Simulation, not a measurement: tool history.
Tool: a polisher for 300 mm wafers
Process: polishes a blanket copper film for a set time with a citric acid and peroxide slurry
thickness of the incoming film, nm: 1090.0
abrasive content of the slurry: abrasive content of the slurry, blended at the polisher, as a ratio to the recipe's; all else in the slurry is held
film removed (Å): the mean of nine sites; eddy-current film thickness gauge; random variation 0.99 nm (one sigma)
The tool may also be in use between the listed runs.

| run | hour | flow of slurry (ml/min) | pressure of the wafer on the pad (kPa) | speed of the pad under the wafer (cm/s) | abrasive content of the slurry | polishing time (s) | film removed (Å) |
|---|---|---|---|---|---|---|---|
| 1 | 0 | 160 | 17.9 | 96 | 1 | 83 | 1354.4 |
| 2 | 2.4 | 160 | 22.1 | 96 | 1 | 83 | 1675 |
| 3 | 5.2 | 160 | 22.1 | 96 | 1 | 83 | 1627.6 |
| 4 | 11.8 | 160 | 22.1 | 96 | 0.85 | 83 | 1595 |
| 5 | 17 | 160 | 22.1 | 74 | 0.85 | 83 | 1329.1 |
| 6 | 25.2 | 155 | 20.7 | 74 | 0.85 | 83 | 1237.5 |
| 7 | 28.8 | 155 | 19.3 | 74 | 0.85 | 83 | 1156.6 |
| 8 | 35.2 | 155 | 18.6 | 74 | 0.85 | 83 | 1139 |

Forecast run 9:
| 9 | 43.1 | 155 | 17.9 | 74 | 0.85 | 83 | ? |

film removed (Å): 1111.2
